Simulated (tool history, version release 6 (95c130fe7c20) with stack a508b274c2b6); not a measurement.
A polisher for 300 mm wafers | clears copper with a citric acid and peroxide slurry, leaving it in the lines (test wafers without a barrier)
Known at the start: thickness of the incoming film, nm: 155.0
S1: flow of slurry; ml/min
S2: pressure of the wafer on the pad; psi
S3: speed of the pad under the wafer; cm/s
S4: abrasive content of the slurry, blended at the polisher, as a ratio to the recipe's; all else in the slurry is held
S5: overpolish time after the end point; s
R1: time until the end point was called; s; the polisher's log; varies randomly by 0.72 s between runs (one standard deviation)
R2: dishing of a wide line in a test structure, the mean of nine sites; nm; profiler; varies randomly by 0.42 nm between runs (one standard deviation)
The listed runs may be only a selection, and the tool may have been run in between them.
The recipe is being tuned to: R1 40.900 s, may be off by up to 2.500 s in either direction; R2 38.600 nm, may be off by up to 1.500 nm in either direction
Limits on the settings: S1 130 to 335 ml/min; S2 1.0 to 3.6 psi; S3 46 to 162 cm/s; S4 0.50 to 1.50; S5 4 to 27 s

run,hour,S1,S2,S3,S4,S5,R1,R2
1,0.0,215,2.3,104,1.00,14,72.809,18.381
2,8.8,210,2.6,108,1.00,15,64.472,22.411
3,15.4,210,2.6,108,0.80,15,66.139,21.660
4,21.7,210,2.9,112,0.80,15,59.661,24.148
5,25.3,210,3.1,118,0.80,15,52.768,26.545
6,32.0,210,3.2,122,0.80,16,49.057,29.486
7,35.8,210,3.3,124,0.80,17,47.653,32.724
8,40.7,210,3.4,126,0.80,17,44.714,33.247
9,45.3,210,3.5,128,0.80,17,44.970,35.051
10,52.0,210,3.5,130,0.80,17,43.520,35.369
11,53.7,210,3.5,132,0.80,17,42.246,36.024
12,55.8,210,3.6,132,0.80,17,41.061,37.016

Pick the move, out of 4, that brings all results within their allowed miss; only one does.
A,57.9,140,3.6,126,1.25,15,?,?
B,57.9,225,3.6,122,1.00,15,?,?
C,57.9,195,3.4,152,0.75,18,?,?
D,57.9,235,3.5,126,0.90,16,?,?

move,R1,R2
A,40.792,34.067
B,41.815,33.353
C,40.486,39.814
D,42.834,34.473
A: further off than the last run
B: further off than the last run
C: all results in spec
D: further off than the last run
Move C is the one to make.
